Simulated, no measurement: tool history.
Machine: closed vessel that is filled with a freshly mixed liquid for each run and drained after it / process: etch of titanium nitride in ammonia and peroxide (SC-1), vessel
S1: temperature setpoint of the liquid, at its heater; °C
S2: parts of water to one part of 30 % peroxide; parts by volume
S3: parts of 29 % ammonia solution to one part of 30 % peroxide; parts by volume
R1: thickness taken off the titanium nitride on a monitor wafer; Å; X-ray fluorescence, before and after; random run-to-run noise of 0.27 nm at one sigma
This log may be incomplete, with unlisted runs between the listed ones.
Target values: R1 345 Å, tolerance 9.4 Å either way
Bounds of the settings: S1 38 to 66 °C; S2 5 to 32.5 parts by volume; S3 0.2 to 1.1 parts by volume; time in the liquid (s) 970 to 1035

Run 1, hour 0: S1 50 °C, S2 18 parts by volume, S3 0.6 parts by volume, time in the liquid (s) 970. Result: R1 258.3 Å.
Run 2, hour 2.3: S1 50.5 °C, S2 18 parts by volume, S3 0.6 parts by volume, time in the liquid (s) 970. Result: R1 261.85 Å.
Run 3, hour 9.1: S1 50.5 °C, S2 13 parts by volume, S3 0.6 parts by volume, time in the liquid (s) 970. Result: R1 320.43 Å.
Run 4, hour 13.1: S1 47.5 °C, S2 13 parts by volume, S3 0.6 parts by volume, time in the liquid (s) 970. Result: R1 255.34 Å.
Run 5, hour 17.7: S1 48 °C, S2 13 parts by volume, S3 0.6 parts by volume, time in the liquid (s) 970. Result: R1 265.61 Å.
Run 6, hour 25.2: S1 48.5 °C, S2 13 parts by volume, S3 0.6 parts by volume, time in the liquid (s) 970. Result: R1 276.87 Å.
Run 7, hour 28.3: S1 49 °C, S2 13 parts by volume, S3 0.6 parts by volume, time in the liquid (s) 970. Result: R1 280.1 Å.
Run 8, hour 33.9: S1 52.5 °C, S2 13 parts by volume, S3 0.6 parts by volume, time in the liquid (s) 970. Result: R1 358.01 Å.

Which of these 5 next moves meets every target?
Run A, hour 39.5: S1 51.5 °C, S2 15 parts by volume, S3 0.8 parts by volume, time in the liquid (s) 1010. Result: R1 ?.
Run B, hour 39.5: S1 52.5 °C, S2 12.5 parts by volume, S3 0.7 parts by volume, time in the liquid (s) 975. Result: R1 ?.
Run C, hour 39.5: S1 51 °C, S2 11 parts by volume, S3 0.6 parts by volume, time in the liquid (s) 990. Result: R1 ?.
Run D, hour 39.5: S1 52 °C, S2 14 parts by volume, S3 0.65 parts by volume, time in the liquid (s) 1035. Result: R1 ?.
Run E, hour 39.5: S1 53.5 °C, S2 13.5 parts by volume, S3 0.65 parts by volume, time in the liquid (s) 970. Result: R1 ?.

move      R1
   A  341.28
   B   380.1
   C  362.57
   D  362.36
   E  383.76
A: meets every target
B: the biggest miss grows against the last run
C: the biggest miss grows against the last run
D: the biggest miss grows against the last run
E: the biggest miss grows against the last run
A is the move that brings every result within its allowed miss.
